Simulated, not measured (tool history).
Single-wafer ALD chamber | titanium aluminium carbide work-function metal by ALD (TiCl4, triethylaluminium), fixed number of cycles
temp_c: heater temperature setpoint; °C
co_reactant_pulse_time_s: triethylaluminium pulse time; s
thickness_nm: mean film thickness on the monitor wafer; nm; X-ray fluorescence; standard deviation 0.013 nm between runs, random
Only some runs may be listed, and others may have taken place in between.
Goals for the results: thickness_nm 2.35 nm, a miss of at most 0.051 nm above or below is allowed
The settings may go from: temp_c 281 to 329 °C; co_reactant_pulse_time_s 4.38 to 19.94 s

Run 1, hour 0: temp_c 305 °C, co_reactant_pulse_time_s 12.16 s. Result: thickness_nm 2.1324 nm.
Run 2, hour 2.4: temp_c 313 °C, co_reactant_pulse_time_s 12.16 s. Result: thickness_nm 2.2216 nm.
Run 3, hour 6.9: temp_c 315 °C, co_reactant_pulse_time_s 12.36 s. Result: thickness_nm 2.2339 nm.
Run 4, hour 14.2: temp_c 315 °C, co_reactant_pulse_time_s 13.99 s. Result: thickness_nm 2.2257 nm.
Run 5, hour 18.5: temp_c 315 °C, co_reactant_pulse_time_s 12.17 s. Result: thickness_nm 2.225 nm.
Run 6, hour 21.9: temp_c 315 °C, co_reactant_pulse_time_s 13.49 s. Result: thickness_nm 2.2337 nm.
Run 7, hour 25: temp_c 317 °C, co_reactant_pulse_time_s 13.55 s. Result: thickness_nm 2.2633 nm.
Run 8, hour 30.6: temp_c 318 °C, co_reactant_pulse_time_s 13.62 s. Result: thickness_nm 2.2656 nm.
Run 9, hour 33.7: temp_c 318 °C, co_reactant_pulse_time_s 13.62 s. Result: thickness_nm 2.2647 nm.
Run 10, hour 40.4: temp_c 319 °C, co_reactant_pulse_time_s 13.67 s. Result: thickness_nm 2.2858 nm.
Run 11, hour 46.5: temp_c 320 °C, co_reactant_pulse_time_s 13.71 s. Result: thickness_nm 2.2971 nm.

Of the 4 settings listed for the next run, only one would bring every result within its allowed miss of target. Which one?
Run A, hour 52.6: temp_c 324 °C, co_reactant_pulse_time_s 16.17 s. Result: thickness_nm ?.
Run B, hour 52.6: temp_c 314 °C, co_reactant_pulse_time_s 11.81 s. Result: thickness_nm ?.
Run C, hour 52.6: temp_c 316 °C, co_reactant_pulse_time_s 14.92 s. Result: thickness_nm ?.
Run D, hour 52.6: temp_c 315 °C, co_reactant_pulse_time_s 13.99 s. Result: thickness_nm ?.

move  thickness_nm
   A         2.342
   B          2.21
   C        2.2528
   D        2.2376
A: all results in spec
B: moves away from the targets compared with the last run
C: moves away from the targets compared with the last run
D: moves away from the targets compared with the last run
The move that meets every target is A.
